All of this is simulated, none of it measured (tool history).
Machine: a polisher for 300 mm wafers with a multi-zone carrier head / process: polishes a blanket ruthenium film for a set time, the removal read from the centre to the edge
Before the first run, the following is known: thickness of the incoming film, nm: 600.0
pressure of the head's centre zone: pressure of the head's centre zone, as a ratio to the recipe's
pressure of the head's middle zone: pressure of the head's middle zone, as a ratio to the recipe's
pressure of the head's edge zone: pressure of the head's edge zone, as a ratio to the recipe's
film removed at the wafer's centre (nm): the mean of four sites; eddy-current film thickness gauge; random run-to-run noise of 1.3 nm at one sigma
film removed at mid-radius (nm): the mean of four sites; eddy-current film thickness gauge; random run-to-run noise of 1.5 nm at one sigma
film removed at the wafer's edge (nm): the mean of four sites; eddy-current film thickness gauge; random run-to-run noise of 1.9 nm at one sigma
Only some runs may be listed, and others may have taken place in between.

run,hour,flow of slurry (ml/min),pressure of the head's centre zone,pressure of the head's middle zone,pressure of the head's edge zone,polishing time (s),film removed at the wafer's centre (nm),film removed at mid-radius (nm),film removed at the wafer's edge (nm)
1,0.0,155,1.00,1.00,1.00,52,86.446,84.896,86.918
2,5.3,155,0.99,1.01,1.02,54,89.888,88.798,91.196
3,6.6,155,0.98,1.02,1.04,56,89.601,93.722,95.339
4,9.5,155,1.07,1.02,1.04,56,102.280,94.024,95.609
5,11.4,155,1.07,1.09,1.04,56,101.020,98.972,96.546
6,15.4,155,1.07,1.09,1.04,63,114.080,113.570,104.260
7,17.7,155,1.05,1.08,1.06,64,111.500,112.310,108.810
8,23.2,155,1.04,1.08,1.08,64,110.610,113.650,112.140
9,31.7,155,1.04,1.08,1.09,64,112.240,111.560,113.170

Run 10 has not been measured yet. What should we expect?
10,35.8,155,1.03,1.09,1.10,64,?,?,?

film removed at the wafer's centre (nm): 109.020
film removed at mid-radius (nm): 114.720
film removed at the wafer's edge (nm): 113.480
